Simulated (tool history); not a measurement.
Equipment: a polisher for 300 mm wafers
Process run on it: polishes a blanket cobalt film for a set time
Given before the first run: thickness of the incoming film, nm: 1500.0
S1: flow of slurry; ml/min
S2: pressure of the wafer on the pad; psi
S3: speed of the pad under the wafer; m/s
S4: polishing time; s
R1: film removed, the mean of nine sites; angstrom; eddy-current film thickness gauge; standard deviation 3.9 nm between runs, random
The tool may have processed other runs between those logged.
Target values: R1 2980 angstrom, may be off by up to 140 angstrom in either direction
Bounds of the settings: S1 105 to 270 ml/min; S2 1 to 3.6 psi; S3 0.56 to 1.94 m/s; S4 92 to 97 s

{"run": 1, "hour": 0.0, "S1": 175, "S2": 2.3, "S3": 1.24, "S4": 92, "R1": 6924.8}
{"run": 2, "hour": 6.0, "S1": 175, "S2": 2.3, "S3": 1.56, "S4": 92, "R1": 8657.2}
{"run": 3, "hour": 14.6, "S1": 175, "S2": 2, "S3": 1.56, "S4": 92, "R1": 7577.2}
{"run": 4, "hour": 22.8, "S1": 170, "S2": 1.8, "S3": 1.4, "S4": 92, "R1": 6370.9}
{"run": 5, "hour": 31.6, "S1": 170, "S2": 1.8, "S3": 1.62, "S4": 92, "R1": 7156.9}
{"run": 6, "hour": 38.0, "S1": 170, "S2": 1.8, "S3": 1.44, "S4": 92, "R1": 6274.8}
{"run": 7, "hour": 42.9, "S1": 155, "S2": 1.2, "S3": 1.08, "S4": 92, "R1": 3507.9}
{"run": 8, "hour": 47.4, "S1": 155, "S2": 1.2, "S3": 1.08, "S4": 92, "R1": 3434.8}
{"run": 9, "hour": 54.9, "S1": 150, "S2": 1.1, "S3": 1.06, "S4": 92, "R1": 3158.5}
{"run": 10, "hour": 61.5, "S1": 145, "S2": 1.1, "S3": 1.06, "S4": 92, "R1": 3116.1}

Below are 5 possible settings for the next run. Only one of them brings all results inside the allowed miss of their targets. Which is it?
{"run": "A", "hour": 68.1, "S1": 225, "S2": 1, "S3": 1.04, "S4": 92, "R1": "?"}
{"run": "B", "hour": 68.1, "S1": 140, "S2": 1, "S3": 1, "S4": 92, "R1": "?"}
{"run": "C", "hour": 68.1, "S1": 135, "S2": 1.2, "S3": 1.04, "S4": 94, "R1": "?"}
{"run": "D", "hour": 68.1, "S1": 150, "S2": 1.5, "S3": 0.8, "S4": 97, "R1": "?"}
{"run": "E", "hour": 68.1, "S1": 105, "S2": 1.4, "S3": 0.78, "S4": 92, "R1": "?"}

move=A R1=3028.9
move=B R1=2755
move=C R1=3352.6
move=D R1=3269.9
move=E R1=2717.9
A: every result within its allowed miss
B: takes the biggest miss from the last run beyond its target
C: lands further from the targets than the last run did
D: lands further from the targets than the last run did
E: takes the biggest miss from the last run beyond its target
A meets every target.

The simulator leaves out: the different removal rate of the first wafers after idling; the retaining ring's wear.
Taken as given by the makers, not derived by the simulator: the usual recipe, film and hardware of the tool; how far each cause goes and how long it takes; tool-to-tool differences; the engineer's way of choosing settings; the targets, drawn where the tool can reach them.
